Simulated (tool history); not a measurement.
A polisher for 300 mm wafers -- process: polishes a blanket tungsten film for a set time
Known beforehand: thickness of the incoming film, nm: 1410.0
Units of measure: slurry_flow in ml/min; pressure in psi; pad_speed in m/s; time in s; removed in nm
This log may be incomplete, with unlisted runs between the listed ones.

run	day	slurry_flow	pressure	pad_speed	slurry_solids	time	removed
1	0.000	235	2.9	1.42	1.00	44	216.43
2	0.267	235	2.9	1.42	0.85	44	209.92
3	0.529	235	2.9	1.12	0.85	44	177.62
4	0.588	235	2.9	1.12	0.85	40	160.33
5	0.683	180	2.9	1.12	0.85	40	153.56
6	0.892	175	2.7	1.12	0.85	40	142.56
7	0.942	170	2.6	1.12	0.85	40	136.08

Run 8 is up next; what results do you expect?
8	1.100	165	2.5	1.12	0.85	40	?

For run 8 the tool returned removed 131.46 nm.
